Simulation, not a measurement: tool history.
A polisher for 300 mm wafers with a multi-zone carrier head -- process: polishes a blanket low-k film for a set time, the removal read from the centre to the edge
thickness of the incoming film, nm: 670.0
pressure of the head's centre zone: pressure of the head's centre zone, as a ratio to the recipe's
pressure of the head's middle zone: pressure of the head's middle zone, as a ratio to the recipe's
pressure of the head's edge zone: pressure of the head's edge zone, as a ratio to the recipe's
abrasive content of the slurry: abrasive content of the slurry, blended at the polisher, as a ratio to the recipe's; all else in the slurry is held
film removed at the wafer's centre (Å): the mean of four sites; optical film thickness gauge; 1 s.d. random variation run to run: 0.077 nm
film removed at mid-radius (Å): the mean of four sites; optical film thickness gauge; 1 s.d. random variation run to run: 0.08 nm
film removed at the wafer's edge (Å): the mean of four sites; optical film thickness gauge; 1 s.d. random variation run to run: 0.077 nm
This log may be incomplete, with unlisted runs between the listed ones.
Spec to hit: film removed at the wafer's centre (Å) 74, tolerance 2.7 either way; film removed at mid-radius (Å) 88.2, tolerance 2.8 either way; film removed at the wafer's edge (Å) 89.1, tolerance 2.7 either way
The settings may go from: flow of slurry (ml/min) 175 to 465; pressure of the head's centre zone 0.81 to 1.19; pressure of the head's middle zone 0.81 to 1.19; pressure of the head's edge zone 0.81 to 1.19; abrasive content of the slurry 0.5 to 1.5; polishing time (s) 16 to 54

run    day  flow of slurry (ml/min)  pressure of the head's centre zone  pressure of the head's middle zone  pressure of the head's edge zone  abrasive content of the slurry  polishing time (s)  film removed at the wafer's centre (Å)  film removed at mid-radius (Å)  film removed at the wafer's edge (Å)
  1      0                      295                                   1                                   1                                 1                               1                  35                                  140.42                          136.92                                135.45
  2  0.258                      295                                0.97                                   1                                 1                               1                  35                                  138.48                           141.1                                134.43
  3  0.392                      295                                0.97                                   1                                 1                             0.8                  35                                  118.54                          120.64                                114.84
  4  0.462                      280                                0.94                                0.99                              1.03                            0.75                  34                                  103.47                          111.92                                109.01
  5  0.596                      280                                0.94                                0.99                              0.98                            0.75                  34                                  106.46                          109.84                                105.88
  6  0.792                      280                                0.94                                0.95                              0.98                            0.75                  34                                  105.46                          107.47                                105.85
  7  0.842                      215                                0.84                                0.96                              1.05                             0.5                  31                                   56.99                          65.716                                66.912
  8  0.925                      260                                0.84                                0.97                              1.07                             0.5                  31                                  58.806                          68.335                                68.409
  9   1.15                      260                                0.85                                0.98                               1.1                            0.55                  31                                  65.882                          74.587                                77.528
 10  1.433                      285                                0.85                                   1                              1.12                            0.55                  31                                  65.986                          77.342                                77.305
 11  1.538                      295                                0.85                                   1                              1.13                            0.55                  31                                  67.374                          79.659                                78.881
 12  1.671                      380                                0.84                                0.98                              1.19                            0.65                  31                                  80.718                          93.094                                96.322
 13  1.992                      370                                0.84                                0.98                              1.18                            0.65                  31                                  78.305                          92.476                                97.536
       2.1  -- edge zone pressure recalibrated
 14    2.1                      405                                0.85                                0.99                              1.08                             0.5                  31                                  61.484                          71.966                                74.192
 15  2.346                      400                                0.89                                1.05                              1.18                            0.55                  31                                  71.791                          84.759                                86.434
 16  2.525                      405                                0.89                                1.05                              1.18                            0.55                  31                                  71.525                          84.287                                86.885
 17  2.842                      405                                0.89                                1.06                              1.18                            0.55                  31                                  73.189                          84.191                                85.443

Pick the move, out of 5, that brings all results within their allowed miss; only one does.
  A  3.158                      410                                0.89                                1.08                              1.19                             0.6                  29                                       ?                               ?                                     ?
  B  3.158                      385                                0.91                                0.97                              1.19                             0.6                  28                                       ?                               ?                                     ?
  C  3.158                      350                                0.89                                1.14                              1.11                            0.85                  23                                       ?                               ?                                     ?
  D  3.158                      305                                0.82                                 0.9                              0.98                             0.6                  31                                       ?                               ?                                     ?
  E  3.158                      465                                0.97                                1.08                              1.13                             0.5                  33                                       ?                               ?                                     ?

move  film removed at the wafer's centre (Å)  film removed at mid-radius (Å)  film removed at the wafer's edge (Å)
   A                                   73.45                          88.003                                89.238
   B                                  72.069                          77.192                                85.963
   C                                   75.74                          95.144                                89.036
   D                                  70.198                          78.644                                85.016
   E                                  76.007                          83.463                                 82.26
A: in spec on every target
B: the biggest miss grows against the last run
C: pushes the last run's worst result past its target
D: the biggest miss grows against the last run
E: the biggest miss grows against the last run
Answer: A

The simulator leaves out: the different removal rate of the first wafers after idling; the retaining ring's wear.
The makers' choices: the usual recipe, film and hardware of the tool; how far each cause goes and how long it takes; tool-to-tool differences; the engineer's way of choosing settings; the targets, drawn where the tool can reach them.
